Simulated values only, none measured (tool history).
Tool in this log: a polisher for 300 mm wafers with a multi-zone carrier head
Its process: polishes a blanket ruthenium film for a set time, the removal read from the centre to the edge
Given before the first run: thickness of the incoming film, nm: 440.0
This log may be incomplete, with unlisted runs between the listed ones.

run  hour  flow of slurry (ml/min)  pressure of the head's centre zone  pressure of the head's middle zone  pressure of the head's edge zone  polishing time (s)  film removed at the wafer's centre (nm)  film removed at mid-radius (nm)  film removed at the wafer's edge (nm)
  1   0.0                      130                                1.00                                1.00                              1.00                  52                                   51.532                           50.498                                 52.985
  2   4.4                      145                                1.01                                1.06                              0.99                  57                                   58.753                           58.800                                 57.630
  3  12.3                      145                                1.01                                1.06                              0.99                  68                                   69.553                           71.691                                 71.512
  4  16.9                      145                                1.08                                1.06                              0.99                  68                                   76.293                           72.423                                 70.221
     25.3  -- slurry nozzle cleaned
  5  25.3                      155                                1.06                                1.10                              0.98                  69                                   85.192                           82.729                                 76.715
  6  33.8                      155                                1.04                                1.13                              0.97                  68                                   79.787                           84.736                                 74.563
  7  40.7                      155                                1.04                                1.13                              0.97                  68                                   80.702                           84.863                                 76.352

Forecast run 8:
  8  44.7                      155                                1.04                                1.14                              0.96                  68                                        ?                                ?                                      ?

film removed at the wafer's centre (nm): 80.982
film removed at mid-radius (nm): 85.801
film removed at the wafer's edge (nm): 71.873

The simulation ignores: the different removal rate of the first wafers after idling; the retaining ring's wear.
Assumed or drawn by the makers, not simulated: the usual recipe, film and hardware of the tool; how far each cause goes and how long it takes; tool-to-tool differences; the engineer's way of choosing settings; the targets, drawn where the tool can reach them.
